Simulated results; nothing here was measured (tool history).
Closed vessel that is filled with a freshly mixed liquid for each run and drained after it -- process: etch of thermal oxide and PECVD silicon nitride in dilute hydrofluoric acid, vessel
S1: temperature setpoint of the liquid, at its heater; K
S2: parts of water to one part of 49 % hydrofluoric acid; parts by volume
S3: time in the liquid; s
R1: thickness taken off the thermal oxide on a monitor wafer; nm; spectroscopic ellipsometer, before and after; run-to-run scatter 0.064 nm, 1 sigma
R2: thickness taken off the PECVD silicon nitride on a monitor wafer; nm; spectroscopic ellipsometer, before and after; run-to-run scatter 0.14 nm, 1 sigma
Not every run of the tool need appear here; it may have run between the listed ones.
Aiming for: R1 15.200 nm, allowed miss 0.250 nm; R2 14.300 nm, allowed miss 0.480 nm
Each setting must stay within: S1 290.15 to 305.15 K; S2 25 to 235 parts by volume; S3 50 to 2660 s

Run 1, hour 0.0: S1 297.15 K, S2 130 parts by volume, S3 1355 s. Result: R1 48.542 nm, R2 44.298 nm.
Run 2, hour 5.3: S1 300.65 K, S2 130 parts by volume, S3 1355 s. Result: R1 55.204 nm, R2 54.266 nm.
Run 3, hour 13.9: S1 298.65 K, S2 155 parts by volume, S3 1345 s. Result: R1 41.632 nm, R2 39.486 nm.
Run 4, hour 17.3: S1 298.65 K, S2 155 parts by volume, S3 1575 s. Result: R1 48.532 nm, R2 47.299 nm.
Run 5, hour 22.9: S1 297.65 K, S2 175 parts by volume, S3 1485 s. Result: R1 37.814 nm, R2 36.680 nm.
Run 6, hour 29.4: S1 297.65 K, S2 175 parts by volume, S3 990 s. Result: R1 25.179 nm, R2 24.998 nm.
Run 7, hour 37.9: S1 296.65 K, S2 185 parts by volume, S3 995 s. Result: R1 22.975 nm, R2 22.092 nm.
Run 8, hour 42.9: S1 296.15 K, S2 195 parts by volume, S3 1000 s. Result: R1 21.311 nm, R2 20.260 nm.
Run 9, hour 49.5: S1 296.15 K, S2 195 parts by volume, S3 1000 s. Result: R1 21.345 nm, R2 20.509 nm.
Run 10, hour 52.6: S1 295.65 K, S2 205 parts by volume, S3 1005 s. Result: R1 19.779 nm, R2 18.725 nm.
Run 11, hour 56.0: S1 295.15 K, S2 210 parts by volume, S3 1005 s. Result: R1 18.836 nm, R2 17.443 nm.
Run 12, hour 57.9: S1 295.15 K, S2 215 parts by volume, S3 1000 s. Result: R1 18.356 nm, R2 17.319 nm.
Run 13, hour 58.8: S1 295.15 K, S2 220 parts by volume, S3 990 s. Result: R1 17.503 nm, R2 16.655 nm.
Run 14, hour 63.1: S1 295.15 K, S2 225 parts by volume, S3 985 s. Result: R1 17.041 nm, R2 16.239 nm.
Run 15, hour 67.9: S1 295.15 K, S2 225 parts by volume, S3 980 s. Result: R1 16.911 nm, R2 16.078 nm.
Run 16, hour 71.6: S1 295.15 K, S2 225 parts by volume, S3 975 s. Result: R1 16.849 nm, R2 16.374 nm.

Pick the move, out of 5, that brings all results within their allowed miss; only one does.
Run A, hour 75.3: S1 298.65 K, S2 235 parts by volume, S3 930 s. Result: R1 ?, R2 ?.
Run B, hour 75.3: S1 294.15 K, S2 230 parts by volume, S3 940 s. Result: R1 ?, R2 ?.
Run C, hour 75.3: S1 304.15 K, S2 235 parts by volume, S3 725 s. Result: R1 ?, R2 ?.
Run D, hour 75.3: S1 298.65 K, S2 235 parts by volume, S3 1035 s. Result: R1 ?, R2 ?.
Run E, hour 75.3: S1 294.15 K, S2 235 parts by volume, S3 885 s. Result: R1 ?, R2 ?.

move      R1      R2
   A  17.240  18.599
   B  15.184  14.466
   C  16.238  20.161
   D  19.186  20.698
   E  13.923  13.337
A: lands further from the targets than the last run did
B: each result inside its tolerance
C: lands further from the targets than the last run did
D: lands further from the targets than the last run did
E: moves the result that the last run missed by most past its target, out the other side
B meets every target.
